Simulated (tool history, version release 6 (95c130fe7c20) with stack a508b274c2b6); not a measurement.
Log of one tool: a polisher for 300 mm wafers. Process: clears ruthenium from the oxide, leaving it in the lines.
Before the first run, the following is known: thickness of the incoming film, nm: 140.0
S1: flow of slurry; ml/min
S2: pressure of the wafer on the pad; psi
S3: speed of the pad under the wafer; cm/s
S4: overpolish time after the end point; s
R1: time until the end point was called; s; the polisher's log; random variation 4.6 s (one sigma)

{"run": 1, "hour": 0.0, "S1": 315, "S2": 2.0, "S3": 90, "S4": 5, "R1": 180.23}
{"run": 2, "hour": 4.6, "S1": 315, "S2": 1.8, "S3": 90, "S4": 5, "R1": 197.82}
{"run": 3, "hour": 8.3, "S1": 250, "S2": 1.8, "S3": 90, "S4": 5, "R1": 201.03}
{"run": 4, "hour": 10.0, "S1": 250, "S2": 1.7, "S3": 90, "S4": 5, "R1": 214.72}
{"run": 5, "hour": 10.7, "S1": 250, "S2": 1.6, "S3": 90, "S4": 5, "R1": 221.67}
{"run": 6, "hour": 15.7, "S1": 250, "S2": 1.5, "S3": 90, "S4": 5, "R1": 239.67}
{"run": 7, "hour": 23.3, "S1": 250, "S2": 1.4, "S3": 90, "S4": 5, "R1": 258.35}
{"run": 8, "hour": 31.3, "S1": 250, "S2": 1.2, "S3": 90, "S4": 5, "R1": 297.56}

What will run 9 give?
{"run": 9, "hour": 39.8, "S1": 250, "S2": 1.0, "S3": 90, "S4": 5, "R1": "?"}

{"run 9": {"R1": 353.19}}

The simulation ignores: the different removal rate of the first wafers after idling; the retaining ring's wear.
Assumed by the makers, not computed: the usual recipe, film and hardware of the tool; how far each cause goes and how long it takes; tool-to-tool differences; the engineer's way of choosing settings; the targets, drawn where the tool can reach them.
